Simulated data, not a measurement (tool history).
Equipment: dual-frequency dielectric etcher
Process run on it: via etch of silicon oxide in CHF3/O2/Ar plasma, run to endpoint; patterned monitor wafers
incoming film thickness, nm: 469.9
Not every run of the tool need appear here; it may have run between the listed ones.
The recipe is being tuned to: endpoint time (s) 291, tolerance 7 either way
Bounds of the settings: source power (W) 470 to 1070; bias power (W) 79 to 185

run,hour,source power (W),bias power (W),endpoint time (s)
1,0,770,132,238.85
2,5.2,710,126,257
3,12.7,680,125,257.95
4,15.3,640,123,270.2
5,23.7,520,123,298.23
6,25.2,520,102,323.2
7,32.5,550,103,314.57
8,34.2,570,103,307.68
9,35.8,570,103,308.18
10,38.4,580,103,305.22
11,42.5,590,103,302.48
12,44.2,600,103,301.71
13,49.5,670,107,276.1
14,50.7,660,107,278.96
15,51.4,650,107,283.84

Below are 4 possible settings for the next run. Only one of them brings all results inside the allowed miss of their targets. Which is it?
A,52.1,680,113,?
B,52.1,590,111,?
C,52.1,770,95,?
D,52.1,690,104,?

move,endpoint time (s)
A,269.31
B,292.12
C,271.55
D,276.62
A: moves away from the targets compared with the last run
B: every result within its allowed miss
C: moves away from the targets compared with the last run
D: moves away from the targets compared with the last run
B meets every target.

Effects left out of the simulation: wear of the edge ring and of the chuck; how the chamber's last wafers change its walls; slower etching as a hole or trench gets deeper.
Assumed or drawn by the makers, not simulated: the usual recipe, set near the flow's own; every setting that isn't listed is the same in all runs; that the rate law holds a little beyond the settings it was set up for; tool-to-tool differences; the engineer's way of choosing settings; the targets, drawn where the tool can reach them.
